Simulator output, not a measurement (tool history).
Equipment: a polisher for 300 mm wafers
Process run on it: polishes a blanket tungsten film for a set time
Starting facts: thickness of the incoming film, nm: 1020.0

run  hour  flow of slurry (ml/min)  pressure of the wafer on the pad (psi)  speed of the pad under the wafer (cm/s)  abrasive content of the slurry  polishing time (s)  film removed (Å)
  1   0.0                      320                                     3.4                                       92                             1.0                  60            2020.2
  2   7.7                      320                                     2.9                                       86                             1.0                  60            1689.8
  3   9.7                      260                                     2.9                                       86                             1.0                  60            1667.9
  4  14.0                      260                                     2.6                                       78                             1.0                  60            1345.4
  5  19.1                      260                                     2.3                                       76                             1.0                  60            1173.1
  6  24.1                      230                                     2.3                                       76                             1.0                  60            1152.2
  7  30.0                      230                                     2.1                                       76                             1.0                  60            1055.6

What does the tool deliver on the next run?
  8  38.1                      230                                     2.0                                       76                             1.0                  60                 ?

film removed (Å): 1017.2
